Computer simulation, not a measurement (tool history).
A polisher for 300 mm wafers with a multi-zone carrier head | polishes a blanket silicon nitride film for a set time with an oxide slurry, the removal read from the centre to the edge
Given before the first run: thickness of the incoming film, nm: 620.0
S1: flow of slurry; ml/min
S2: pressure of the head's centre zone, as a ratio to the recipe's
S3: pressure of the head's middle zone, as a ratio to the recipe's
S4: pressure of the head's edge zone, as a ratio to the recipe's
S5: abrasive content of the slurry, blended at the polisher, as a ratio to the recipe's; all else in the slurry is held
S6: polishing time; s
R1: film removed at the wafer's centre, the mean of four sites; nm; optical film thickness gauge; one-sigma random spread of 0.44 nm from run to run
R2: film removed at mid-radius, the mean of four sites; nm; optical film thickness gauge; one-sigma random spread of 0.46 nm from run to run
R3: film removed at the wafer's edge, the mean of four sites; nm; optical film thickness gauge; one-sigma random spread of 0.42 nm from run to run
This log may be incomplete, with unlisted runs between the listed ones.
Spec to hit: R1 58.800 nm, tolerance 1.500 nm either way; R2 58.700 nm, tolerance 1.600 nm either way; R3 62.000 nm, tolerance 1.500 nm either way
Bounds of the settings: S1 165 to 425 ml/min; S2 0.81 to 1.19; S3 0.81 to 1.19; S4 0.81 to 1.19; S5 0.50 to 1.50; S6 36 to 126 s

| run | hour | S1 | S2 | S3 | S4 | S5 | S6 | R1 | R2 | R3 |
|---|---|---|---|---|---|---|---|---|---|---|
| 1 | 0.0 | 275 | 1.00 | 1.00 | 1.00 | 1.00 | 81 | 90.523 | 91.419 | 88.743 |
| 2 | 1.1 | 260 | 0.96 | 0.95 | 0.95 | 0.85 | 80 | 77.524 | 77.588 | 78.690 |
| 3 | 6.2 | 260 | 0.88 | 0.95 | 0.95 | 0.85 | 80 | 71.104 | 78.025 | 79.125 |
| 4 | 7.0 | 260 | 0.88 | 0.95 | 0.95 | 0.85 | 67 | 59.827 | 65.363 | 66.724 |
| 5 | 13.9 | 260 | 0.88 | 0.95 | 0.95 | 0.85 | 48 | 43.086 | 46.311 | 47.032 |
| 6 | 14.9 | 275 | 0.91 | 0.96 | 1.02 | 0.95 | 48 | 47.318 | 51.016 | 51.686 |
| 7 | 22.9 | 285 | 0.94 | 0.95 | 1.07 | 1.00 | 48 | 51.104 | 51.545 | 55.349 |
| 8 | 24.0 | 305 | 0.96 | 0.97 | 1.11 | 1.00 | 48 | 51.917 | 52.930 | 56.075 |
| 9 | 26.0 | 325 | 1.02 | 0.99 | 1.18 | 1.20 | 48 | 61.098 | 59.158 | 63.340 |
| 10 | 32.1 | 320 | 1.01 | 0.99 | 1.17 | 1.20 | 48 | 61.152 | 59.475 | 62.544 |

Which one of the following 4 next-run settings gets every result inside its allowed miss? There is exactly one.
| A | 38.2 | 365 | 1.03 | 0.96 | 1.19 | 1.10 | 50 | ? | ? | ? |
| B | 38.2 | 320 | 1.02 | 1.01 | 1.16 | 1.30 | 48 | ? | ? | ? |
| C | 38.2 | 400 | 0.98 | 0.99 | 1.15 | 1.15 | 48 | ? | ? | ? |
| D | 38.2 | 305 | 1.09 | 1.02 | 1.11 | 1.30 | 46 | ? | ? | ? |

| move | R1 | R2 | R3 |
|---|---|---|---|
| A | 62.443 | 58.607 | 64.240 |
| B | 63.183 | 62.567 | 65.049 |
| C | 58.704 | 59.411 | 62.294 |
| D | 64.399 | 60.154 | 60.843 |
A: lands further from the targets than the last run did
B: lands further from the targets than the last run did
C: each result inside its tolerance
D: lands further from the targets than the last run did
C is the move that brings every result within its allowed miss.

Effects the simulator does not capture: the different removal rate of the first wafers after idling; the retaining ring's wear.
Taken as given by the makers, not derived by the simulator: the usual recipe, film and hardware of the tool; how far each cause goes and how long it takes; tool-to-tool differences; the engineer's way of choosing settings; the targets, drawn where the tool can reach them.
